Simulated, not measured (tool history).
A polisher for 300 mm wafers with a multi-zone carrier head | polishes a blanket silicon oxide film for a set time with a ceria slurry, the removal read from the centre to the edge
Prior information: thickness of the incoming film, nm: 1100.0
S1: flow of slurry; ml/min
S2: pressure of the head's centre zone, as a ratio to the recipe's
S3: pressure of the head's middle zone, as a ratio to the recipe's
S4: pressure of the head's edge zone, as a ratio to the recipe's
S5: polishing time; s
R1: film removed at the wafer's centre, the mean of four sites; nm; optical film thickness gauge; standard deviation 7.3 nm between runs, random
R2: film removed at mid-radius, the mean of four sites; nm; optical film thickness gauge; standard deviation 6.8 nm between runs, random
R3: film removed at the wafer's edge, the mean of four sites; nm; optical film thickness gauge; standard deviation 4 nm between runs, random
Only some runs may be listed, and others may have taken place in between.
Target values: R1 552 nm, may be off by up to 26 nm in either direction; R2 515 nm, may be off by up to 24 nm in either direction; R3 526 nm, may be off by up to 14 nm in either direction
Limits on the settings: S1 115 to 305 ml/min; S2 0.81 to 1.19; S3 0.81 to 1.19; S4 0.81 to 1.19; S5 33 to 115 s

Run 1, day 0: S1 195 ml/min, S2 1, S3 1, S4 1, S5 73 s. Result: R1 299.3 nm, R2 344.03 nm, R3 344 nm.
Run 2, day 0.325: S1 210 ml/min, S2 1.05, S3 1, S4 1.02, S5 80 s. Result: R1 347.92 nm, R2 381.55 nm, R3 380.84 nm.
Run 3, day 0.375: S1 210 ml/min, S2 1.05, S3 1, S4 0.94, S5 80 s. Result: R1 350.3 nm, R2 378.34 nm, R3 361.58 nm.
Run 4, day 0.55: S1 245 ml/min, S2 1.05, S3 1, S4 0.94, S5 80 s. Result: R1 358.48 nm, R2 392.81 nm, R3 373.34 nm.
Run 5, day 0.767: S1 250 ml/min, S2 1.08, S3 0.99, S4 0.96, S5 86 s. Result: R1 396.25 nm, R2 420.07 nm, R3 404.54 nm.
Run 6, day 1.108: S1 250 ml/min, S2 1.08, S3 0.99, S4 0.96, S5 73 s. Result: R1 336.61 nm, R2 344.71 nm, R3 347.73 nm.
Run 7, day 1.175: S1 250 ml/min, S2 1.08, S3 0.99, S4 0.96, S5 73 s. Result: R1 335.47 nm, R2 355.79 nm, R3 343.25 nm.
Run 8, day 1.521: S1 250 ml/min, S2 1.11, S3 0.98, S4 0.98, S5 81 s. Result: R1 392.22 nm, R2 381.24 nm, R3 381.52 nm.
Run 9, day 1.771: S1 255 ml/min, S2 1.12, S3 0.99, S4 1.01, S5 86 s. Result: R1 410.79 nm, R2 419.45 nm, R3 407.45 nm.
Run 10, day 2.05: S1 255 ml/min, S2 1.12, S3 0.99, S4 1.01, S5 86 s. Result: R1 412.33 nm, R2 425.23 nm, R3 413.18 nm.
Run 11, day 2.338: S1 255 ml/min, S2 1.13, S3 0.97, S4 1.02, S5 91 s. Result: R1 448.09 nm, R2 429.56 nm, R3 438.23 nm.

Pick the move, out of 5, that brings all results within their allowed miss; only one does.
Run A, day 2.625: S1 265 ml/min, S2 1.17, S3 0.83, S4 1.03, S5 108 s. Result: R1 ?, R2 ?, R3 ?.
Run B, day 2.625: S1 260 ml/min, S2 1.16, S3 0.94, S4 0.99, S5 109 s. Result: R1 ?, R2 ?, R3 ?.
Run C, day 2.625: S1 290 ml/min, S2 1.09, S3 0.91, S4 1.12, S5 104 s. Result: R1 ?, R2 ?, R3 ?.
Run D, day 2.625: S1 235 ml/min, S2 1.17, S3 0.95, S4 1.03, S5 101 s. Result: R1 ?, R2 ?, R3 ?.
Run E, day 2.625: S1 245 ml/min, S2 0.97, S3 0.81, S4 1.07, S5 115 s. Result: R1 ?, R2 ?, R3 ?.

move      R1      R2      R3
   A  542.84  447.07  526.83
   B  542.61  499.24   521.3
   C  493.06  468.58  529.26
   D  501.16  461.82  487.36
   E  477.94  463.37  567.11
A: corrects the largest miss of the last run, while another result sits out of spec
B: each result inside its tolerance
C: corrects the largest miss of the last run, while another result sits out of spec
D: nearer the targets than the last run, but a result is still out of spec
E: takes the result that was furthest off past its target
Correct choice: B, which meets every target
